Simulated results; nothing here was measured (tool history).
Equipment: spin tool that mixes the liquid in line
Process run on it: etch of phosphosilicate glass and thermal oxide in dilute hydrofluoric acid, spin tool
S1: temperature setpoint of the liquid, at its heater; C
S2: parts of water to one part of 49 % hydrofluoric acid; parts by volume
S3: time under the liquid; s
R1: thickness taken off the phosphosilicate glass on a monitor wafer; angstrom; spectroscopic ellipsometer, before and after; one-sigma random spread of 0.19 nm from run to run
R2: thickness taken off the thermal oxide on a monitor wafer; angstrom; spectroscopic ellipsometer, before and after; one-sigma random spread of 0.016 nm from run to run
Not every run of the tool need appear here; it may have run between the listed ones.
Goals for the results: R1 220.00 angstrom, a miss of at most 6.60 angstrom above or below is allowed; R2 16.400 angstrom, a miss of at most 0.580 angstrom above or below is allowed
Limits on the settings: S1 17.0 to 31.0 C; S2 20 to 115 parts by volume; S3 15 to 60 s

run 1 hour=0.0 | S1=23.0 S2=65 S3=30 | R1=304.87 R2=22.715
run 2 hour=8.1 | S1=21.0 S2=65 S3=30 | R1=279.53 R2=21.170
run 3 hour=16.3 | S1=21.0 S2=65 S3=45 | R1=423.90 R2=31.526
run 4 hour=19.7 | S1=19.5 S2=75 S3=45 | R1=341.40 R2=25.130
run 5 hour=27.0 | S1=18.5 S2=80 S3=45 | R1=302.89 R2=22.659
run 6 hour=28.3 | S1=17.0 S2=80 S3=45 | R1=286.23 R2=21.091
run 7 hour=36.9 | S1=17.0 S2=85 S3=45 | R1=263.36 R2=19.479
run 8 hour=45.0 | S1=17.0 S2=90 S3=45 | R1=249.22 R2=18.540

5 candidate next runs follow, results not yet known. Just one meets every target within its allowed miss. Identify it.
run A hour=53.1 | S1=17.0 S2=95 S3=40 | R1=? R2=?
run B hour=53.1 | S1=22.0 S2=90 S3=30 | R1=? R2=?
run C hour=53.1 | S1=18.0 S2=90 S3=35 | R1=? R2=?
run D hour=53.1 | S1=21.5 S2=115 S3=40 | R1=? R2=?
run E hour=53.1 | S1=18.0 S2=105 S3=45 | R1=? R2=?

move=A R1=209.38 R2=15.931
move=B R1=205.08 R2=15.604
move=C R1=202.79 R2=15.430
move=D R1=203.73 R2=15.501
move=E R1=219.93 R2=16.734
A: the result that was furthest off in the last run now lies on the other side of its target
B: the result that was furthest off in the last run now lies on the other side of its target
C: the result that was furthest off in the last run now lies on the other side of its target
D: the result that was furthest off in the last run now lies on the other side of its target
E: in spec on every target
Answer: E

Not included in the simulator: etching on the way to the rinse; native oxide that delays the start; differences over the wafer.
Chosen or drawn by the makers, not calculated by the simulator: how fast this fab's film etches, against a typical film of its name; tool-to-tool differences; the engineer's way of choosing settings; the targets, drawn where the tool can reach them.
